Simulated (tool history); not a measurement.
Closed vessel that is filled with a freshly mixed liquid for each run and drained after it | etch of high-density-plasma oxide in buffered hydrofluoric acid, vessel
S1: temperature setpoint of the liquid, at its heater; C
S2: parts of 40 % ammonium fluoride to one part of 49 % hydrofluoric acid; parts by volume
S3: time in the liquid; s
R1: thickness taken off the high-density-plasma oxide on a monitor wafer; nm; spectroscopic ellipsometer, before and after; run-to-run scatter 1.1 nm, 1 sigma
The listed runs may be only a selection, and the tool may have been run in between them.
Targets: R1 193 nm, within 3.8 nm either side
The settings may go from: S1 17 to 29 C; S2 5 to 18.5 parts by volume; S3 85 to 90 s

{"run": 1, "hour": 0.0, "S1": 21, "S2": 11.5, "S3": 85, "R1": 117.83}
{"run": 2, "hour": 7.4, "S1": 21, "S2": 11.5, "S3": 85, "R1": 118.83}
{"run": 3, "hour": 10.0, "S1": 21, "S2": 11.5, "S3": 90, "R1": 127.69}
{"run": 4, "hour": 19.3, "S1": 21, "S2": 11.5, "S3": 85, "R1": 118.8}
{"run": 5, "hour": 20.5, "S1": 23.5, "S2": 11.5, "S3": 85, "R1": 136.68}
{"run": 6, "hour": 24.0, "S1": 25.5, "S2": 11.5, "S3": 85, "R1": 152.76}
{"run": 7, "hour": 29.0, "S1": 26.5, "S2": 11.5, "S3": 85, "R1": 160.81}
{"run": 8, "hour": 35.7, "S1": 27.5, "S2": 11.5, "S3": 85, "R1": 168.74}
{"run": 9, "hour": 41.2, "S1": 29, "S2": 10.5, "S3": 85, "R1": 199.9}

Which single option among these 4 for the next run brings every result within its allowed miss of target? Just one does.
{"run": "A", "hour": 46.7, "S1": 27.5, "S2": 10, "S3": 85, "R1": "?"}
{"run": "B", "hour": 46.7, "S1": 27.5, "S2": 10.5, "S3": 85, "R1": "?"}
{"run": "C", "hour": 46.7, "S1": 28.5, "S2": 11, "S3": 85, "R1": "?"}
{"run": "D", "hour": 46.7, "S1": 29, "S2": 10, "S3": 85, "R1": "?"}

move=A R1=194.78
move=B R1=185.76
move=C R1=187.23
move=D R1=210.91
A: all results in spec
B: takes the biggest miss from the last run beyond its target
C: takes the biggest miss from the last run beyond its target
D: lands further from the targets than the last run did
The right move is A.
